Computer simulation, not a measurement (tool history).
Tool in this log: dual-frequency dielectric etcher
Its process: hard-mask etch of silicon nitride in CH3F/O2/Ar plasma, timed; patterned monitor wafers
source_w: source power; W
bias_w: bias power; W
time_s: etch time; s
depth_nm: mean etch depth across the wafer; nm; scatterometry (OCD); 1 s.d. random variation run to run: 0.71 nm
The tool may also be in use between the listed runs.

{"run": 1, "day": 0.0, "source_w": 510, "bias_w": 59, "time_s": 124, "depth_nm": 90.902}
{"run": 2, "day": 0.204, "source_w": 510, "bias_w": 53, "time_s": 124, "depth_nm": 86.246}
{"run": 3, "day": 0.542, "source_w": 510, "bias_w": 58, "time_s": 124, "depth_nm": 91.273}
{"run": 4, "day": 0.683, "source_w": 510, "bias_w": 53, "time_s": 124, "depth_nm": 87.638}
{"run": 5, "day": 0.846, "source_w": 570, "bias_w": 56, "time_s": 124, "depth_nm": 93.994}
{"run": 6, "day": 0.9, "source_w": 610, "bias_w": 57, "time_s": 124, "depth_nm": 97.245}

Expected results for the next run?
{"run": 7, "day": 1.133, "source_w": 640, "bias_w": 58, "time_s": 124, "depth_nm": "?"}

{"run 7": {"depth_nm": 99.075}}
